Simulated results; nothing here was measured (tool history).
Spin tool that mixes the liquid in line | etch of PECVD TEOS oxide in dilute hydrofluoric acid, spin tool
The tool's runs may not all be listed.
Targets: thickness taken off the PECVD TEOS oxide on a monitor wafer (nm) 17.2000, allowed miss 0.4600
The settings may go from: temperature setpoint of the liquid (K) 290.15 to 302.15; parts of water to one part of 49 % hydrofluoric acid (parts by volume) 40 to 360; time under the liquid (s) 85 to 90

| run | hour | temperature setpoint of the liquid (K) | parts of water to one part of 49 % hydrofluoric acid (parts by volume) | time under the liquid (s) | thickness taken off the PECVD TEOS oxide on a monitor wafer (nm) |
|---|---|---|---|---|---|
| 1 | 0.0 | 294.15 | 200 | 85 | 9.5558 |
| 2 | 2.0 | 296.15 | 185 | 85 | 11.3490 |
| 3 | 8.4 | 297.65 | 175 | 85 | 12.6710 |
| 4 | 14.1 | 298.65 | 170 | 85 | 13.6790 |
| 5 | 18.9 | 298.65 | 170 | 85 | 13.7400 |
| 6 | 27.5 | 298.65 | 230 | 85 | 9.4838 |
| 7 | 29.4 | 299.65 | 210 | 85 | 11.0970 |
| 8 | 34.4 | 300.15 | 195 | 85 | 12.4870 |
| 9 | 37.0 | 300.65 | 185 | 85 | 13.2660 |
| 10 | 44.3 | 301.15 | 175 | 85 | 14.6890 |
| 11 | 46.1 | 301.15 | 170 | 85 | 14.9900 |
|  | 47.8 | thermometer replaced |
| 12 | 47.8 | 301.15 | 165 | 85 | 16.3030 |

5 next moves are on the table. One of them brings every result within its allowed miss. Which?
| A | 49.5 | 298.65 | 160 | 85 | ? |
| B | 49.5 | 299.15 | 165 | 90 | ? |
| C | 49.5 | 301.15 | 170 | 85 | ? |
| D | 49.5 | 300.15 | 170 | 85 | ? |
| E | 49.5 | 300.65 | 165 | 90 | ? |

| move | thickness taken off the PECVD TEOS oxide on a monitor wafer (nm) |
|---|---|
| A | 15.5100 |
| B | 16.1290 |
| C | 15.8130 |
| D | 15.2480 |
| E | 17.0430 |
A: further off than the last run
B: further off than the last run
C: further off than the last run
D: further off than the last run
E: meets every target
The right move is E.

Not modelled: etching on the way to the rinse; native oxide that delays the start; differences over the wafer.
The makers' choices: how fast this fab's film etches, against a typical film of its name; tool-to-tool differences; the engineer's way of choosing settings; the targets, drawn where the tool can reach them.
